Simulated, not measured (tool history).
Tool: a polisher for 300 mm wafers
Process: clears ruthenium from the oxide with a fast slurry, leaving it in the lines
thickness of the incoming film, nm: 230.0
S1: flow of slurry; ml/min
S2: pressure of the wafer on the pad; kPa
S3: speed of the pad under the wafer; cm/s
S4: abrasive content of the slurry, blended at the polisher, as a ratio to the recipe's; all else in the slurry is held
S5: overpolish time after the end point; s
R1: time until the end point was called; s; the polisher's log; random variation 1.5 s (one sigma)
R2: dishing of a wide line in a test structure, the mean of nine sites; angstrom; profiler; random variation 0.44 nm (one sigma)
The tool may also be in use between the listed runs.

run  hour   S1    S2   S3   S4  S5      R1      R2
  1   0.0  205  18.6  104  1.0  27  64.635  545.48
  2   4.1  190  18.6  104  1.0  27  67.861  561.32
  3  11.9  225  16.5  102  1.0  22  75.068  460.91
  4  17.0  225  20.7  102  1.0  22  59.092  514.17
  5  23.1  250  20.7   88  1.0  18  68.055  432.57
  6  24.2  250  20.7   88  0.8  18  75.368  399.62

Run 7 comes next. What will it give?
  7  27.1  250  20.7  88  0.8  18   ?   ?

Run 7 gave R1 75.661 s, R2 410.98 angstrom.
